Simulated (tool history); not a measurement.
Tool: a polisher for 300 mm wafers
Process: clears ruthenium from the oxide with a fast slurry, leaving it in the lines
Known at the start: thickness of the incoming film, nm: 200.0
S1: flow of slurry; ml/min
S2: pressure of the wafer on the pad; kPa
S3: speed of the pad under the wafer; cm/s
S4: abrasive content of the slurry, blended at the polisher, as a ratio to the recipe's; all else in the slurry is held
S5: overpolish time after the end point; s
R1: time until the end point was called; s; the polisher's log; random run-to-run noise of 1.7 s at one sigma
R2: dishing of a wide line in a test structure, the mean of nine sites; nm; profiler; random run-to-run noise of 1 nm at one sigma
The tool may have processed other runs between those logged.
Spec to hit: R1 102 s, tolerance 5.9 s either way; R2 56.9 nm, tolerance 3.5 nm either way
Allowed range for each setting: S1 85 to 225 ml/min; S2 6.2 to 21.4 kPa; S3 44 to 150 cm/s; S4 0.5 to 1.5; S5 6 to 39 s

run    day   S1    S2  S3  S4  S5      R1      R2
  1      0  145  13.8  96   1  20  84.923  38.155
  2  0.342  140  13.1  96   1  24   93.12  43.839
  3  0.425  140  13.1  76   1  24  115.63  35.305
  4  0.525  110  13.1  76   1  24  118.78  34.169
  5  0.742  125  13.1  76   1  24  115.54  33.496
  6  1.033  125  13.8  78   1  27  107.85  41.739
  7   1.25  125  13.8  80   1  29  106.97  45.625
  8  1.308  125  13.8  80   1  30  102.18  46.369
  9  1.467  125  13.8  80   1  32  103.53  48.963

Of the 4 settings listed for the next run, only one would bring every result within its allowed miss of target. Which one?
  A  1.625  115  14.5  82  1.05  21   ?   ?
  B  1.625  125  12.4  90  1.05  36   ?   ?
  C  1.625  135  12.4  84  1.15  27   ?   ?
  D  1.625  115  14.5  86   1.1  29   ?   ?

move      R1      R2
   A  98.315  36.802
   B  102.24  57.797
   C  104.79   43.71
   D  92.707  52.051
A: misses by more than the last run did
B: all results land within tolerance of their targets
C: misses by more than the last run did
D: nearer than the last run, and not there yet
Correct choice: B, which meets every target
